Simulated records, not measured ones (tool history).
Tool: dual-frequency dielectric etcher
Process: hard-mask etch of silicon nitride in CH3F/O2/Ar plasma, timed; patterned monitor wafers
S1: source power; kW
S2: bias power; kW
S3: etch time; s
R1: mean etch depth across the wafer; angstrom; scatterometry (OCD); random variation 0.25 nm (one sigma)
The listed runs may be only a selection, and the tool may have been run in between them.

| run | hour | S1 | S2 | S3 | R1 |
|---|---|---|---|---|---|
| 1 | 0 | 0.43 | 0.086 | 151 | 1313.3 |
| 2 | 3.4 | 0.4 | 0.079 | 149.5 | 1216.1 |
| 3 | 7.8 | 0.4 | 0.079 | 151 | 1222.6 |
| 4 | 14.8 | 0.4 | 0.079 | 151 | 1227.3 |
| 5 | 18.6 | 0.4 | 0.071 | 151 | 1159.7 |
| 6 | 23.3 | 0.38 | 0.069 | 151 | 1121 |
| 7 | 30.1 | 0.36 | 0.068 | 151 | 1090.5 |
| 8 | 37 | 0.34 | 0.067 | 151 | 1055.4 |
| 9 | 45.1 | 0.33 | 0.067 | 151 | 1037.6 |
| 10 | 46.9 | 0.32 | 0.067 | 151 | 1028.9 |

What does the tool deliver on the next run?
| 11 | 48.8 | 0.31 | 0.067 | 151 | ? |

Run 11 yielded R1 1016.5 angstrom.

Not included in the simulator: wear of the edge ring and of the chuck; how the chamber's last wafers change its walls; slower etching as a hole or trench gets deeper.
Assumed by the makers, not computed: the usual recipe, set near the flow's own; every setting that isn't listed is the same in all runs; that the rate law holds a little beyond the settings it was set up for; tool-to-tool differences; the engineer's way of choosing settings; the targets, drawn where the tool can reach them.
